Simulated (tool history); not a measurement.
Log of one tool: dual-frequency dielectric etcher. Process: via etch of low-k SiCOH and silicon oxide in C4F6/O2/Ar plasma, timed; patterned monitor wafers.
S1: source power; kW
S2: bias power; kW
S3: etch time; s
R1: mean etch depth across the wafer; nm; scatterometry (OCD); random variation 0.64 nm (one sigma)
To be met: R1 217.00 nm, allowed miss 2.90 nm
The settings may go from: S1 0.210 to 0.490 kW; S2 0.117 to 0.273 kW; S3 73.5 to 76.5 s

run 1 hour=0.0 | S1=0.350 S2=0.195 S3=73.5 | R1=184.62
run 2 hour=7.1 | S1=0.380 S2=0.197 S3=73.5 | R1=191.61
run 3 hour=8.5 | S1=0.320 S2=0.197 S3=73.5 | R1=179.81
run 4 hour=15.8 | S1=0.350 S2=0.200 S3=73.5 | R1=186.59
run 5 hour=22.0 | S1=0.350 S2=0.200 S3=76.5 | R1=195.10
run 6 hour=25.1 | S1=0.300 S2=0.200 S3=76.5 | R1=184.65
run 7 hour=27.1 | S1=0.330 S2=0.202 S3=76.5 | R1=191.44
-- hour=35.3 wet clean of the chamber
run 8 hour=35.3 | S1=0.350 S2=0.203 S3=76.5 | R1=203.17
run 9 hour=38.4 | S1=0.390 S2=0.204 S3=76.5 | R1=212.52
run 10 hour=45.0 | S1=0.400 S2=0.204 S3=76.5 | R1=212.53
run 11 hour=47.0 | S1=0.400 S2=0.204 S3=76.5 | R1=212.16

Which of these 5 next moves meets every target?
run A hour=49.0 | S1=0.400 S2=0.194 S3=76.0 | R1=?
run B hour=49.0 | S1=0.410 S2=0.205 S3=73.5 | R1=?
run C hour=49.0 | S1=0.370 S2=0.230 S3=76.5 | R1=?
run D hour=49.0 | S1=0.390 S2=0.213 S3=74.5 | R1=?
run E hour=49.0 | S1=0.420 S2=0.197 S3=75.0 | R1=?

move=A R1=208.81
move=B R1=207.23
move=C R1=216.27
move=D R1=209.07
move=E R1=210.53
A: further off than the last run
B: further off than the last run
C: meets every target
D: further off than the last run
E: further off than the last run
Answer: C

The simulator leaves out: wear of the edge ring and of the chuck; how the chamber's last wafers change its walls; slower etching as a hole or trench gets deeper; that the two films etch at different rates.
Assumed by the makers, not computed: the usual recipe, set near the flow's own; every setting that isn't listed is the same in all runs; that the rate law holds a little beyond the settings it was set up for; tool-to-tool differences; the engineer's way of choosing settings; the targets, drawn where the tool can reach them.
